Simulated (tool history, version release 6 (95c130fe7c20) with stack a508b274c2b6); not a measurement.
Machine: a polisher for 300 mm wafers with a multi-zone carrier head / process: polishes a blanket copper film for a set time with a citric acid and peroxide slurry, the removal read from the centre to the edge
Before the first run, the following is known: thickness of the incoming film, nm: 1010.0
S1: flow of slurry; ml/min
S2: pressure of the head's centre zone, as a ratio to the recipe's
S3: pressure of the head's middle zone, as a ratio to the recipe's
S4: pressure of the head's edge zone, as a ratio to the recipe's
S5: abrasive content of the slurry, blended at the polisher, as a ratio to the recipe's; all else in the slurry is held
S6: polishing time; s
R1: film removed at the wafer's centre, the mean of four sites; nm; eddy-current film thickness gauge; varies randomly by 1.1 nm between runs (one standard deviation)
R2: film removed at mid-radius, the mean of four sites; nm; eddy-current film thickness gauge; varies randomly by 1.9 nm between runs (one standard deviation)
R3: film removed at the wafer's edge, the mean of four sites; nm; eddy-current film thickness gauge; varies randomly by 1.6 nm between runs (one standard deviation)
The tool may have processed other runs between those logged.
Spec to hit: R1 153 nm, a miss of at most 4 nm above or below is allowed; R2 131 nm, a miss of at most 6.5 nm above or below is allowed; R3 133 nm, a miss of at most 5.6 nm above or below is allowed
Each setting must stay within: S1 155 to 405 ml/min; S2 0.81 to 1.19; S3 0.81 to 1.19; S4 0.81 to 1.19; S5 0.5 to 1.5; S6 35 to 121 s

| run | hour | S1 | S2 | S3 | S4 | S5 | S6 | R1 | R2 | R3 |
|---|---|---|---|---|---|---|---|---|---|---|
| 1 | 0 | 260 | 1 | 1 | 1 | 1 | 78 | 108.01 | 108.55 | 107.01 |
| 2 | 6.6 | 260 | 1 | 1 | 1 | 0.8 | 78 | 100.3 | 100.71 | 98.861 |
| 3 | 11.4 | 260 | 1 | 1 | 0.94 | 0.8 | 78 | 99.959 | 98.257 | 95.32 |
| 4 | 14 | 275 | 1.06 | 1 | 1 | 0.95 | 79 | 113.67 | 110.63 | 106.61 |
| 5 | 19.5 | 325 | 1.06 | 1 | 1 | 0.95 | 79 | 115.57 | 107.1 | 107.9 |
| 6 | 24.5 | 325 | 1.06 | 1 | 1 | 1.05 | 79 | 119.99 | 113.84 | 111.95 |
| 7 | 30.2 | 335 | 1.1 | 0.99 | 1.02 | 1.15 | 80 | 130.07 | 118.19 | 116.2 |
| 8 | 32.3 | 345 | 1.12 | 0.98 | 1.05 | 1.2 | 81 | 136.06 | 116.24 | 124.35 |
| 9 | 36.9 | 345 | 1.14 | 1 | 1.06 | 1.25 | 81 | 140.26 | 120.86 | 125.24 |
| 10 | 45.2 | 350 | 1.15 | 1.01 | 1.07 | 1.3 | 81 | 144.8 | 123.3 | 125.19 |
| 11 | 53.7 | 355 | 1.15 | 1.02 | 1.08 | 1.35 | 81 | 144.54 | 127.23 | 129.17 |
| 12 | 58.6 | 360 | 1.16 | 1.02 | 1.09 | 1.35 | 81 | 147.3 | 127.64 | 130.63 |
| 13 | 62.6 | 365 | 1.17 | 1.02 | 1.09 | 1.35 | 81 | 148.55 | 130.11 | 129.57 |

Below are 5 possible settings for the next run. Only one of them brings all results inside the allowed miss of their targets. Which is it?
| A | 66.6 | 365 | 1.19 | 1.05 | 1.16 | 1.5 | 79 | ? | ? | ? |
| B | 66.6 | 400 | 1.17 | 1.07 | 1.11 | 1.25 | 80 | ? | ? | ? |
| C | 66.6 | 355 | 1.14 | 1.01 | 1.07 | 1.35 | 81 | ? | ? | ? |
| D | 66.6 | 275 | 1.08 | 1.05 | 1 | 1.35 | 86 | ? | ? | ? |
| E | 66.6 | 405 | 1.17 | 1.01 | 0.95 | 1.45 | 80 | ? | ? | ? |

| move | R1 | R2 | R3 |
|---|---|---|---|
| A | 151.37 | 131.24 | 133.69 |
| B | 143.67 | 128.69 | 125.89 |
| C | 143.75 | 126.03 | 127.41 |
| D | 141.78 | 135.93 | 129.03 |
| E | 150.25 | 128.22 | 122.11 |
A: every result within its allowed miss
B: lands further from the targets than the last run did
C: lands further from the targets than the last run did
D: lands further from the targets than the last run did
E: brings the result that was furthest off to its target, and leaves another outside
A is the move that brings every result within its allowed miss.
